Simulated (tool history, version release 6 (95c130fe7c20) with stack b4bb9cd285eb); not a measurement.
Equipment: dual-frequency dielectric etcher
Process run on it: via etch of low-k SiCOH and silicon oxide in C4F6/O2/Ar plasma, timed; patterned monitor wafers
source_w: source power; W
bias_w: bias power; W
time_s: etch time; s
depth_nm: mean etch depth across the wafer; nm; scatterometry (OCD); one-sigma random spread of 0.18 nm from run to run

run	hour	source_w	bias_w	time_s	depth_nm
1	0.0	270	167	27	54.187
2	4.1	320	167	27	56.988
3	11.0	320	167	25	52.724
4	18.7	330	180	25	54.891
5	22.9	330	180	25	54.784
6	24.2	380	180	25	57.673

Run 7, settings as shown, results not yet in. Your forecast:
7	27.4	380	185	25	?

{"run 7": {"depth_nm": 57.809}}
